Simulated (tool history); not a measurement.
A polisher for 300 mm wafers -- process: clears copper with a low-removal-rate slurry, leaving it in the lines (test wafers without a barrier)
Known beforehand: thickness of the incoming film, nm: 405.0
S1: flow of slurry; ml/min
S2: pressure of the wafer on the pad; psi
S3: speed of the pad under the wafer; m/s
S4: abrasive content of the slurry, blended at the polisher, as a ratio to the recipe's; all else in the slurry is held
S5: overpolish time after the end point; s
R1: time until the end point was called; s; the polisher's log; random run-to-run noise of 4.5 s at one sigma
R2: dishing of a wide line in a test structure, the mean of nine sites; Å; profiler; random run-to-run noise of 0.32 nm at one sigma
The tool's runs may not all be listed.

Run 1, hour 0.0: S1 245 ml/min, S2 3.6 psi, S3 1.08 m/s, S4 1.0, S5 13 s. Result: R1 94.619 s, R2 340.62 Å.
Run 2, hour 1.2: S1 245 ml/min, S2 3.6 psi, S3 1.08 m/s, S4 1.1, S5 13 s. Result: R1 92.126 s, R2 349.72 Å.
Run 3, hour 6.4: S1 245 ml/min, S2 3.6 psi, S3 0.84 m/s, S4 1.1, S5 13 s. Result: R1 111.810 s, R2 284.92 Å.
Run 4, hour 13.0: S1 240 ml/min, S2 3.3 psi, S3 0.80 m/s, S4 1.1, S5 14 s. Result: R1 129.850 s, R2 270.17 Å.
Run 5, hour 14.9: S1 240 ml/min, S2 3.1 psi, S3 0.78 m/s, S4 1.1, S5 15 s. Result: R1 137.930 s, R2 263.66 Å.
Run 6, hour 18.4: S1 235 ml/min, S2 2.9 psi, S3 0.74 m/s, S4 1.1, S5 16 s. Result: R1 166.000 s, R2 260.32 Å.
Run 7, hour 25.8: S1 230 ml/min, S2 2.7 psi, S3 0.74 m/s, S4 1.1, S5 16 s. Result: R1 172.410 s, R2 235.29 Å.
Run 8, hour 27.6: S1 225 ml/min, S2 2.5 psi, S3 0.74 m/s, S4 1.1, S5 16 s. Result: R1 187.370 s, R2 223.61 Å.
Run 9, hour 34.8: S1 220 ml/min, S2 2.4 psi, S3 0.74 m/s, S4 1.1, S5 16 s. Result: R1 192.340 s, R2 208.84 Å.
Run 10, hour 41.6: S1 215 ml/min, S2 1.6 psi, S3 0.56 m/s, S4 1.1, S5 21 s. Result: R1 369.030 s, R2 154.19 Å.

Expected results for the next run?
Run 11, hour 43.6: S1 215 ml/min, S2 1.7 psi, S3 0.56 m/s, S4 1.1, S5 21 s. Result: R1 ?, R2 ?.

R1: 349.370 s
R2: 163.89 Å
